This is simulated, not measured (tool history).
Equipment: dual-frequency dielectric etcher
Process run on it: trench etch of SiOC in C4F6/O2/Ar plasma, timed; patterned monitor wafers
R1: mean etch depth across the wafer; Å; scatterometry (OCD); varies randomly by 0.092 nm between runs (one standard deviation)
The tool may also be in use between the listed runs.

run 1 hour=0 | source_power_(W)=420 bias_power_(W)=150 etch_time_(s)=14 | R1=288.38
run 2 hour=7.2 | source_power_(W)=410 bias_power_(W)=148 etch_time_(s)=14 | R1=281.81
run 3 hour=11.6 | source_power_(W)=480 bias_power_(W)=148 etch_time_(s)=14 | R1=295.1
run 4 hour=16 | source_power_(W)=440 bias_power_(W)=148 etch_time_(s)=14 | R1=288.12
run 5 hour=19.5 | source_power_(W)=440 bias_power_(W)=132 etch_time_(s)=14 | R1=276.33
run 6 hour=20.8 | source_power_(W)=440 bias_power_(W)=132 etch_time_(s)=14 | R1=274.29
run 7 hour=26.7 | source_power_(W)=430 bias_power_(W)=131 etch_time_(s)=14 | R1=273.14
run 8 hour=33.7 | source_power_(W)=420 bias_power_(W)=130 etch_time_(s)=14 | R1=271.99

Run 9 has not been measured yet. What should we expect?
run 9 hour=39.2 | source_power_(W)=410 bias_power_(W)=129 etch_time_(s)=14 | R1=?

Run 9 measured R1 269.8 Å.
